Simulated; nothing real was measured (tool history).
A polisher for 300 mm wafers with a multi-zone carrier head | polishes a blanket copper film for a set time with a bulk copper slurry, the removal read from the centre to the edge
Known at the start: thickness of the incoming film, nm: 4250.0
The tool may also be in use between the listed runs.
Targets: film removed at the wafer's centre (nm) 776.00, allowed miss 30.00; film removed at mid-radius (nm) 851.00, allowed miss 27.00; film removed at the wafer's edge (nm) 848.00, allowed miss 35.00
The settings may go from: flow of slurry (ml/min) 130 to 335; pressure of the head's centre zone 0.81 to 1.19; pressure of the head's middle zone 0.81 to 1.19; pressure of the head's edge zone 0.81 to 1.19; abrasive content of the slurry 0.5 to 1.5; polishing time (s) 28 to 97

| run | day | flow of slurry (ml/min) | pressure of the head's centre zone | pressure of the head's middle zone | pressure of the head's edge zone | abrasive content of the slurry | polishing time (s) | film removed at the wafer's centre (nm) | film removed at mid-radius (nm) | film removed at the wafer's edge (nm) |
|---|---|---|---|---|---|---|---|---|---|---|
| 1 | 0.000 | 215 | 1.00 | 1.00 | 1.00 | 1.0 | 62 | 729.25 | 728.98 | 741.54 |
| 2 | 0.096 | 215 | 1.00 | 1.00 | 1.00 | 1.2 | 62 | 763.78 | 752.52 | 794.84 |
| 3 | 0.254 | 220 | 1.00 | 1.01 | 1.00 | 1.2 | 62 | 787.13 | 771.62 | 791.43 |
| 4 | 0.512 | 220 | 0.99 | 1.02 | 1.01 | 1.2 | 62 | 766.60 | 775.09 | 801.69 |
| 5 | 0.612 | 225 | 0.99 | 1.03 | 1.01 | 1.2 | 62 | 781.00 | 786.53 | 794.94 |
| 6 | 0.667 | 225 | 0.99 | 1.03 | 0.97 | 1.2 | 62 | 760.85 | 787.35 | 796.51 |
| 7 | 1.038 | 230 | 0.99 | 1.03 | 0.97 | 1.2 | 62 | 781.71 | 772.22 | 777.23 |
| 8 | 1.062 | 230 | 0.99 | 1.04 | 0.98 | 1.2 | 62 | 762.20 | 801.74 | 783.04 |
| 9 | 1.246 | 230 | 0.99 | 1.04 | 0.99 | 1.2 | 62 | 780.85 | 796.66 | 775.04 |
| 10 | 1.317 | 245 | 0.89 | 1.05 | 1.09 | 1.4 | 63 | 733.12 | 837.68 | 868.64 |

4 next moves are on the table. One of them brings every result within its allowed miss. Which?
| A | 1.388 | 210 | 0.81 | 1.00 | 1.15 | 1.5 | 64 | ? | ? | ? |
| B | 1.388 | 210 | 0.98 | 1.13 | 1.10 | 1.4 | 61 | ? | ? | ? |
| C | 1.388 | 265 | 1.01 | 1.04 | 1.07 | 1.4 | 59 | ? | ? | ? |
| D | 1.388 | 220 | 0.97 | 0.96 | 1.14 | 1.5 | 66 | ? | ? | ? |

| move | film removed at the wafer's centre (nm) | film removed at mid-radius (nm) | film removed at the wafer's edge (nm) |
|---|---|---|---|
| A | 682.53 | 830.37 | 901.21 |
| B | 773.42 | 850.16 | 821.82 |
| C | 794.51 | 793.50 | 801.14 |
| D | 849.58 | 835.10 | 929.75 |
A: further off than the last run
B: meets every target
C: brings the result that was furthest off to its target, and leaves another outside
D: takes the result that was furthest off past its target
Answer: B
